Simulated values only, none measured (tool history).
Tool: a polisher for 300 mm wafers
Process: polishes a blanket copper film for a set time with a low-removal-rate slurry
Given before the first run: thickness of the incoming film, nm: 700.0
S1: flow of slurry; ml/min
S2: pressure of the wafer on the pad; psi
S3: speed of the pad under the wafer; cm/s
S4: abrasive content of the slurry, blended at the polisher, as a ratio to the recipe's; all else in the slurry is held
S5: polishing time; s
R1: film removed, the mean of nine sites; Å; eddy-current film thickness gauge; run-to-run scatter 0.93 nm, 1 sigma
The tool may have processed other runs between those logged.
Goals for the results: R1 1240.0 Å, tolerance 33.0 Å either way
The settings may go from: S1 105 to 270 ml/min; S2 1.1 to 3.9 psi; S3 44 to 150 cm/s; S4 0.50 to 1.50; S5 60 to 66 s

{"run": 1, "day": 0.0, "S1": 175, "S2": 2.5, "S3": 96, "S4": 1.0, "S5": 66, "R1": 1758.6}
{"run": 2, "day": 0.25, "S1": 175, "S2": 2.5, "S3": 96, "S4": 1.0, "S5": 66, "R1": 1747.0}
{"run": 3, "day": 0.371, "S1": 175, "S2": 2.5, "S3": 108, "S4": 1.0, "S5": 66, "R1": 1960.0}
{"run": 4, "day": 0.725, "S1": 175, "S2": 2.9, "S3": 108, "S4": 1.0, "S5": 66, "R1": 2255.5}
{"run": 5, "day": 0.938, "S1": 175, "S2": 3.5, "S3": 108, "S4": 1.0, "S5": 66, "R1": 2720.7}
{"day": 1.096, "done": "slurry nozzle cleaned"}
{"run": 6, "day": 1.096, "S1": 170, "S2": 3.1, "S3": 108, "S4": 1.0, "S5": 66, "R1": 2471.0}
{"run": 7, "day": 1.383, "S1": 175, "S2": 2.7, "S3": 108, "S4": 1.0, "S5": 66, "R1": 2179.9}
{"run": 8, "day": 1.604, "S1": 170, "S2": 2.4, "S3": 108, "S4": 1.0, "S5": 66, "R1": 1932.9}
{"run": 9, "day": 1.767, "S1": 170, "S2": 2.2, "S3": 108, "S4": 1.0, "S5": 66, "R1": 1790.8}
{"run": 10, "day": 1.904, "S1": 170, "S2": 2.0, "S3": 108, "S4": 1.0, "S5": 66, "R1": 1612.3}
{"run": 11, "day": 2.233, "S1": 170, "S2": 1.9, "S3": 108, "S4": 1.0, "S5": 66, "R1": 1526.8}
{"run": 12, "day": 2.412, "S1": 170, "S2": 1.8, "S3": 108, "S4": 1.0, "S5": 66, "R1": 1469.5}

4 next moves are on the table. One of them brings every result within its allowed miss. Which?
{"run": "A", "day": 2.592, "S1": 150, "S2": 1.8, "S3": 106, "S4": 0.95, "S5": 63, "R1": "?"}
{"run": "B", "day": 2.592, "S1": 145, "S2": 1.8, "S3": 102, "S4": 1.25, "S5": 60, "R1": "?"}
{"run": "C", "day": 2.592, "S1": 170, "S2": 1.6, "S3": 116, "S4": 1.0, "S5": 62, "R1": "?"}
{"run": "D", "day": 2.592, "S1": 225, "S2": 1.6, "S3": 98, "S4": 1.1, "S5": 64, "R1": "?"}

move=A R1=1341.5
move=B R1=1326.9
move=C R1=1327.0
move=D R1=1231.7
A: closes in on the targets versus the last run, not all within tolerance yet
B: closes in on the targets versus the last run, not all within tolerance yet
C: closes in on the targets versus the last run, not all within tolerance yet
D: meets every target
Answer: D
